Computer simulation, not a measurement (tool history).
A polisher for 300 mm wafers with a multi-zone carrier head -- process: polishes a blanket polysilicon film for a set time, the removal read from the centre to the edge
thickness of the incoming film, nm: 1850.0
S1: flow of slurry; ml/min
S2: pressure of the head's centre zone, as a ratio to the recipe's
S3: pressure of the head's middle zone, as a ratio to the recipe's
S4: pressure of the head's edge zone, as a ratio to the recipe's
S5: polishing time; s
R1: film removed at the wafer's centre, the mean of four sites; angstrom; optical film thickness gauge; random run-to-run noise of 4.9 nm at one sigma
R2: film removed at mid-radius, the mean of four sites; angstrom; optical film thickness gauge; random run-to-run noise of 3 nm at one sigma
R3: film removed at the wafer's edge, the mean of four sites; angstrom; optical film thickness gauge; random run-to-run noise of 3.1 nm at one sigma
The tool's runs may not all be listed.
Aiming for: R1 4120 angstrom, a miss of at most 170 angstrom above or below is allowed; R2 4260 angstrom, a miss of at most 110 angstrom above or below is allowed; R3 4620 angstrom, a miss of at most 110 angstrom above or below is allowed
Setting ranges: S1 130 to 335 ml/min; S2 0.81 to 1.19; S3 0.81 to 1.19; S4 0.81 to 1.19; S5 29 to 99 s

Run 1, hour 0: S1 215 ml/min, S2 1, S3 1, S4 1, S5 64 s. Result: R1 3326.6 angstrom, R2 3316.2 angstrom, R3 3426.2 angstrom.
Run 2, hour 9: S1 215 ml/min, S2 1, S3 1, S4 0.95, S5 64 s. Result: R1 3411.4 angstrom, R2 3308.6 angstrom, R3 3319.7 angstrom.
Run 3, hour 17.1: S1 215 ml/min, S2 1, S3 1, S4 0.99, S5 64 s. Result: R1 3405.1 angstrom, R2 3353.6 angstrom, R3 3408.6 angstrom.
Run 4, hour 24.2: S1 215 ml/min, S2 1, S3 1.08, S4 0.99, S5 64 s. Result: R1 3431.3 angstrom, R2 3560.9 angstrom, R3 3411.7 angstrom.
Run 5, hour 25.1: S1 215 ml/min, S2 1, S3 1.15, S4 0.99, S5 64 s. Result: R1 3469 angstrom, R2 3632.1 angstrom, R3 3380.6 angstrom.
Run 6, hour 32.5: S1 225 ml/min, S2 1, S3 1.12, S4 1.05, S5 67 s. Result: R1 3561.5 angstrom, R2 3767.4 angstrom, R3 3681 angstrom.
Run 7, hour 40.6: S1 235 ml/min, S2 1.01, S3 1.11, S4 1.09, S5 70 s. Result: R1 3838.7 angstrom, R2 3984.4 angstrom, R3 3922.1 angstrom.
Run 8, hour 48.4: S1 240 ml/min, S2 1, S3 1.08, S4 1.12, S5 72 s. Result: R1 3778.2 angstrom, R2 3992.3 angstrom, R3 4045.2 angstrom.
Run 9, hour 52.3: S1 240 ml/min, S2 1, S3 1.06, S4 1.14, S5 74 s. Result: R1 3972.9 angstrom, R2 4033.5 angstrom, R3 4177.4 angstrom.
Run 10, hour 53.1: S1 245 ml/min, S2 0.99, S3 1.05, S4 1.15, S5 76 s. Result: R1 3917.7 angstrom, R2 4121.7 angstrom, R3 4378.6 angstrom.
Run 11, hour 58.1: S1 290 ml/min, S2 1.02, S3 1.05, S4 1.19, S5 77 s. Result: R1 4423.5 angstrom, R2 4229.2 angstrom, R3 4561.1 angstrom.

Next run, 5 choices. One meets every target within its allowed miss, the rest don't. Which?
Run A, hour 63.1: S1 195 ml/min, S2 0.88, S3 0.96, S4 1.19, S5 80 s. Result: R1 ?, R2 ?, R3 ?.
Run B, hour 63.1: S1 320 ml/min, S2 0.98, S3 0.95, S4 1.19, S5 77 s. Result: R1 ?, R2 ?, R3 ?.
Run C, hour 63.1: S1 295 ml/min, S2 0.94, S3 0.97, S4 1.11, S5 80 s. Result: R1 ?, R2 ?, R3 ?.
Run D, hour 63.1: S1 320 ml/min, S2 1.19, S3 1.04, S4 1.13, S5 75 s. Result: R1 ?, R2 ?, R3 ?.
Run E, hour 63.1: S1 285 ml/min, S2 0.96, S3 0.99, S4 1.19, S5 74 s. Result: R1 ?, R2 ?, R3 ?.

move      R1      R2      R3
   A  3742.6  4034.9  4623.4
   B  4257.6  4065.4  4630.8
   C  4207.7  4248.3  4614.6
   D  5044.9  4184.8  4387.2
   E  3961.7  3965.8  4412.9
A: carries the result that was furthest off beyond its target, to the other side
B: the worst result of the last run now meets its target, but another is out of spec
C: every result lands within tolerance
D: lands further from the targets than the last run did
E: the worst result of the last run now meets its target, but another is out of spec
Go with C: it meets all targets.
